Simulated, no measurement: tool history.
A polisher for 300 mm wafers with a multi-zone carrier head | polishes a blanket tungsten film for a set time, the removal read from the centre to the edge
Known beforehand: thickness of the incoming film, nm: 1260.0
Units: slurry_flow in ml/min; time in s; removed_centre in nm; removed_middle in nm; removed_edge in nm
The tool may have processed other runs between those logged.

run  hour  slurry_flow  centre_zone  middle_zone  edge_zone  slurry_solids  time  removed_centre  removed_middle  removed_edge
  1     0          280            1            1          1              1    59          213.22          218.08        211.87
  2   4.2          280            1            1          1           1.15    59          222.01          224.08        225.81
  3   6.9          280            1            1          1           1.15    44          163.25          167.01        173.52
  4  13.7          280            1         0.95          1           1.15    44          167.09             161        167.52
  5  16.2          280            1         0.91          1           1.15    44          164.48          158.18        168.61
  6  19.6          290         1.02         0.96       1.05           1.25    49          192.65          186.93        196.43
  7  26.8          260         1.03         0.97       1.09            1.3    54          215.04           209.6        214.79
  8  32.9          310         1.02         0.96       1.12           1.35    56          228.65          217.55        235.62

Estimate the outcome of run 9 from the log above:
  9    38          340         1.02         0.98       1.14            1.4    58               ?               ?             ?

Run 9 produced removed_centre 238.57 nm, removed_middle 234.66 nm, removed_edge 244 nm.
